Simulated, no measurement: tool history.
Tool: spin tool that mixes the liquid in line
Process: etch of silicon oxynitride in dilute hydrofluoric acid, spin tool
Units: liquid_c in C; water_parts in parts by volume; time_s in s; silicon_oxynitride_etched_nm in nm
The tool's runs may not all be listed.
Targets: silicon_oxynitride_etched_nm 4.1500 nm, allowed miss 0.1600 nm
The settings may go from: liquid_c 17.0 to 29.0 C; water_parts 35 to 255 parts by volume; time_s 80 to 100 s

| run | hour | liquid_c | water_parts | time_s | silicon_oxynitride_etched_nm |
|---|---|---|---|---|---|
| 1 | 0.0 | 21.0 | 145 | 100 | 1.9732 |
| 2 | 1.4 | 22.5 | 145 | 100 | 2.0850 |
| 3 | 4.6 | 24.5 | 125 | 100 | 2.7431 |
| 4 | 9.6 | 24.5 | 125 | 100 | 2.7680 |
| 5 | 16.9 | 26.0 | 115 | 100 | 3.1679 |
| 6 | 25.1 | 26.0 | 150 | 100 | 2.4383 |
| 7 | 32.7 | 26.0 | 150 | 100 | 2.4255 |
| 8 | 39.5 | 27.0 | 135 | 100 | 2.8225 |
| 9 | 43.1 | 27.5 | 120 | 100 | 3.2952 |
| 10 | 45.9 | 27.5 | 120 | 100 | 3.3308 |
| 11 | 52.7 | 29.0 | 95 | 100 | 4.5241 |
| 12 | 60.3 | 28.5 | 95 | 100 | 4.5534 |
| 13 | 62.2 | 28.0 | 95 | 100 | 4.3561 |

5 next moves are on the table. One of them brings every result within its allowed miss. Which?
| A | 64.1 | 28.0 | 90 | 100 | ? |
| B | 64.1 | 28.0 | 80 | 80 | ? |
| C | 64.1 | 27.5 | 70 | 80 | ? |
| D | 64.1 | 29.0 | 90 | 100 | ? |
| E | 64.1 | 28.5 | 80 | 90 | ? |

| move | silicon_oxynitride_etched_nm |
|---|---|
| A | 4.5323 |
| B | 4.1188 |
| C | 4.6436 |
| D | 4.7445 |
| E | 4.7419 |
A: further off than the last run
B: meets every target
C: further off than the last run
D: further off than the last run
E: further off than the last run
Answer: B
